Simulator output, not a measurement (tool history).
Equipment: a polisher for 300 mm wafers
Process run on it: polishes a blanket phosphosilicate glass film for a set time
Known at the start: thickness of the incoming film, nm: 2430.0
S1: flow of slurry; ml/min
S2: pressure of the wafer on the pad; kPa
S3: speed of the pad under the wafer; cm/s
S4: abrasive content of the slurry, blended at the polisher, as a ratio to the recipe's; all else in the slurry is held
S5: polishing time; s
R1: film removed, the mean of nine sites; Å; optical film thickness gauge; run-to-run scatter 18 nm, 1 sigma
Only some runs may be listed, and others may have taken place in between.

run  hour   S1    S2   S3   S4   S5     R1
  1   0.0  310  26.9  114  1.0  103  14416
  2   0.9  235  26.9  114  1.0  103  13997
  3   3.0  235  26.9  114  0.9  103  13150
  4   4.0  310  26.9  114  0.9  103  13407
  5   9.9  310  31.0  114  0.9  103  15535
  6  13.0  310  31.7  114  0.9  103  15361

For run 7, what comes out?
  7  13.9  310  32.4  114  0.9  103   ?

{"run 7": {"R1": 15874}}
